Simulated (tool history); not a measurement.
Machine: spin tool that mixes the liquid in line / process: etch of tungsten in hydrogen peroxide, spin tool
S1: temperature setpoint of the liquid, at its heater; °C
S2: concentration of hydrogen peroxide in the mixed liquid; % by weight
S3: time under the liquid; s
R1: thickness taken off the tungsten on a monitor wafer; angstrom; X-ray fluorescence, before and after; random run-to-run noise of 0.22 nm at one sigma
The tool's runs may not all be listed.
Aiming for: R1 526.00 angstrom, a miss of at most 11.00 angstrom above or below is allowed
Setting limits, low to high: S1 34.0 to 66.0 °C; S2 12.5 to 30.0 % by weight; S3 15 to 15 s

{"run": 1, "day": 0.0, "S1": 50.0, "S2": 24.5, "S3": 15, "R1": 242.11}
{"run": 2, "day": 0.267, "S1": 50.0, "S2": 24.5, "S3": 15, "R1": 241.04}
{"run": 3, "day": 0.583, "S1": 50.0, "S2": 24.5, "S3": 15, "R1": 239.21}
{"run": 4, "day": 0.858, "S1": 50.0, "S2": 29.0, "S3": 15, "R1": 263.02}
{"day": 0.933, "done": "new drum of peroxide connected"}
{"run": 5, "day": 0.933, "S1": 50.0, "S2": 29.0, "S3": 15, "R1": 268.14}
{"run": 6, "day": 1.038, "S1": 45.0, "S2": 29.0, "S3": 15, "R1": 195.74}
{"run": 7, "day": 1.171, "S1": 49.0, "S2": 29.0, "S3": 15, "R1": 251.59}
{"run": 8, "day": 1.375, "S1": 52.0, "S2": 29.0, "S3": 15, "R1": 302.16}
{"run": 9, "day": 1.412, "S1": 60.0, "S2": 29.0, "S3": 15, "R1": 483.93}
{"run": 10, "day": 1.546, "S1": 60.5, "S2": 29.0, "S3": 15, "R1": 503.07}
{"run": 11, "day": 1.867, "S1": 61.0, "S2": 29.0, "S3": 15, "R1": 512.44}

Exactly one of the 4 candidate moves below puts every result within its allowed miss. Which one?
{"run": "A", "day": 2.188, "S1": 61.0, "S2": 30.0, "S3": 15, "R1": "?"}
{"run": "B", "day": 2.188, "S1": 62.0, "S2": 30.0, "S3": 15, "R1": "?"}
{"run": "C", "day": 2.188, "S1": 62.5, "S2": 28.5, "S3": 15, "R1": "?"}
{"run": "D", "day": 2.188, "S1": 60.5, "S2": 30.0, "S3": 15, "R1": "?"}

move=A R1=523.74
move=B R1=554.46
move=C R1=555.97
move=D R1=508.96
A: all results in spec
B: pushes the last run's worst result past its target
C: pushes the last run's worst result past its target
D: lands further from the targets than the last run did
So the answer is move A, the one that meets all the targets.
